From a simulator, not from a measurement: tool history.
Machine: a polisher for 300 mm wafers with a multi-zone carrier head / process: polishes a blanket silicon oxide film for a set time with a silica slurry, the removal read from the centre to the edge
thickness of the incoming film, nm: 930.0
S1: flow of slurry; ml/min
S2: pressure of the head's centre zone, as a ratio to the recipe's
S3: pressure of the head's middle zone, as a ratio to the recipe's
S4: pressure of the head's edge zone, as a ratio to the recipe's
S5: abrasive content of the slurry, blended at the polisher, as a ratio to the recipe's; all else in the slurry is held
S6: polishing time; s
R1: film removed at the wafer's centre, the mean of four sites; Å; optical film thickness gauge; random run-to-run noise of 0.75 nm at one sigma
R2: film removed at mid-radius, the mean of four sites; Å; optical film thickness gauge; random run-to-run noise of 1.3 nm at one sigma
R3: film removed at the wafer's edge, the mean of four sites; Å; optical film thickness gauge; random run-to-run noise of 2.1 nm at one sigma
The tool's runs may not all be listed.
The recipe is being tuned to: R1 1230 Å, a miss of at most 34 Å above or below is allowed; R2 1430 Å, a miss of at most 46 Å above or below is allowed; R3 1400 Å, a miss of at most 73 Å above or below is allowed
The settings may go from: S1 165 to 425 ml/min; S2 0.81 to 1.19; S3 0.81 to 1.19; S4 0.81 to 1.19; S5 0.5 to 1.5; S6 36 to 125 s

| run | day | S1 | S2 | S3 | S4 | S5 | S6 | R1 | R2 | R3 |
|---|---|---|---|---|---|---|---|---|---|---|
| 1 | 0 | 275 | 1 | 1 | 1 | 1 | 80 | 2736.7 | 2705.7 | 2695.9 |
| 2 | 0.212 | 275 | 1.06 | 1 | 1 | 1 | 80 | 2877.4 | 2706.9 | 2650 |
| 3 | 0.279 | 245 | 1.06 | 1 | 1 | 1 | 80 | 2847.5 | 2732 | 2615.7 |
| 4 | 0.617 | 245 | 1.06 | 1 | 1 | 1 | 60 | 2114.7 | 2003.7 | 1928.4 |
| 5 | 0.842 | 295 | 1.06 | 1 | 1 | 1 | 60 | 2171.5 | 2062.7 | 1960.1 |
| 6 | 1 | 295 | 1.12 | 1 | 1 | 1 | 60 | 2253.7 | 2033.6 | 1961.9 |
| 7 | 1.325 | 290 | 1.07 | 1 | 1.01 | 0.9 | 58 | 2022.9 | 1883.9 | 1823.6 |
| 8 | 1.704 | 285 | 1.03 | 1.01 | 1.02 | 0.85 | 57 | 1884.7 | 1836.2 | 1750.1 |
| 9 | 2.067 | 280 | 0.99 | 1.01 | 1.03 | 0.8 | 56 | 1758.1 | 1753.9 | 1639.9 |
| 10 | 2.375 | 275 | 0.96 | 1.01 | 1.06 | 0.75 | 55 | 1634.5 | 1669.3 | 1664.8 |
| 11 | 2.662 | 270 | 0.94 | 1.01 | 1.06 | 0.7 | 55 | 1578.3 | 1632.7 | 1573.2 |
|  | 2.842 | edge zone pressure recalibrated |
| 12 | 2.842 | 265 | 0.92 | 1.01 | 1.07 | 0.65 | 55 | 1500.4 | 1566.2 | 1638.5 |
| 13 | 2.908 | 265 | 0.9 | 1.01 | 1.06 | 0.65 | 55 | 1455.4 | 1569.9 | 1586.1 |
| 14 | 3.088 | 265 | 0.89 | 1 | 1.04 | 0.65 | 55 | 1476.1 | 1528.4 | 1606.3 |
| 15 | 3.167 | 265 | 0.88 | 1.01 | 1.04 | 0.65 | 54 | 1419.7 | 1528.9 | 1569.8 |
| 16 | 3.45 | 265 | 0.87 | 1.02 | 1.03 | 0.65 | 54 | 1413 | 1565.8 | 1549.6 |
| 17 | 3.725 | 265 | 0.86 | 1.02 | 1.02 | 0.65 | 54 | 1415.2 | 1544.6 | 1550.3 |
| 18 | 3.792 | 265 | 0.86 | 1.02 | 1.02 | 0.65 | 54 | 1411.9 | 1553.6 | 1555.9 |
| 19 | 4.062 | 230 | 0.81 | 1.02 | 0.96 | 0.5 | 54 | 1193.5 | 1367.9 | 1336.1 |

Which of these 5 next moves meets every target?
| A | 4.333 | 230 | 0.86 | 1.08 | 0.86 | 0.5 | 54 | ? | ? | ? |
| B | 4.333 | 235 | 0.92 | 1.08 | 0.87 | 0.7 | 44 | ? | ? | ? |
| C | 4.333 | 200 | 0.84 | 1.14 | 0.89 | 0.55 | 51 | ? | ? | ? |
| D | 4.333 | 255 | 0.92 | 1.05 | 0.87 | 0.6 | 47 | ? | ? | ? |
| E | 4.333 | 215 | 0.81 | 1.02 | 0.92 | 0.5 | 57 | ? | ? | ? |

| move | R1 | R2 | R3 |
|---|---|---|---|
| A | 1235.4 | 1435.8 | 1285.7 |
| B | 1217.1 | 1352.1 | 1216.5 |
| C | 1173.8 | 1453.4 | 1266.6 |
| D | 1231 | 1334 | 1227.1 |
| E | 1242.3 | 1431.8 | 1391.9 |
A: the furthest-off result lands on target, but another misses its tolerance
B: moves away from the targets compared with the last run
C: the furthest-off result lands on target, but another misses its tolerance
D: moves away from the targets compared with the last run
E: every result within its allowed miss
The move that meets every target is E.

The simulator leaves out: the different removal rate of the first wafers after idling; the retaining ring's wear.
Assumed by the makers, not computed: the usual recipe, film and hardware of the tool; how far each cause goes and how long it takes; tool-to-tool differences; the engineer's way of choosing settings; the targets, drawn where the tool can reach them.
